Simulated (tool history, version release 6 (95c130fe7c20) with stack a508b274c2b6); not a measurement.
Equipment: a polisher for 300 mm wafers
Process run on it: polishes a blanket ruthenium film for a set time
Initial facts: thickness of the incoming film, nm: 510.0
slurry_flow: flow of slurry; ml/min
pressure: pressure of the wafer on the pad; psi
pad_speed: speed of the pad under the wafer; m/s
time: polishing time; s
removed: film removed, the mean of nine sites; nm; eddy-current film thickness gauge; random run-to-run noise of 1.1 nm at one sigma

Run 1, hour 0.0: slurry_flow 225 ml/min, pressure 2.8 psi, pad_speed 1.02 m/s, time 53 s. Result: removed 83.156 nm.
Run 2, hour 3.7: slurry_flow 225 ml/min, pressure 2.2 psi, pad_speed 1.02 m/s, time 53 s. Result: removed 68.452 nm.
Run 3, hour 10.2: slurry_flow 225 ml/min, pressure 2.4 psi, pad_speed 1.02 m/s, time 53 s. Result: removed 71.836 nm.
Run 4, hour 15.3: slurry_flow 225 ml/min, pressure 2.8 psi, pad_speed 1.02 m/s, time 53 s. Result: removed 84.607 nm.
Run 5, hour 17.3: slurry_flow 225 ml/min, pressure 2.9 psi, pad_speed 1.02 m/s, time 53 s. Result: removed 85.195 nm.
Run 6, hour 20.4: slurry_flow 225 ml/min, pressure 3.0 psi, pad_speed 1.02 m/s, time 53 s. Result: removed 87.503 nm.
Run 7, hour 28.5: slurry_flow 225 ml/min, pressure 3.0 psi, pad_speed 1.02 m/s, time 53 s. Result: removed 88.895 nm.
Run 8, hour 32.8: slurry_flow 225 ml/min, pressure 3.1 psi, pad_speed 1.02 m/s, time 53 s. Result: removed 92.620 nm.

What will run 9 give?
Run 9, hour 34.4: slurry_flow 235 ml/min, pressure 3.7 psi, pad_speed 1.02 m/s, time 53 s. Result: removed ?.

removed: 107.140 nm
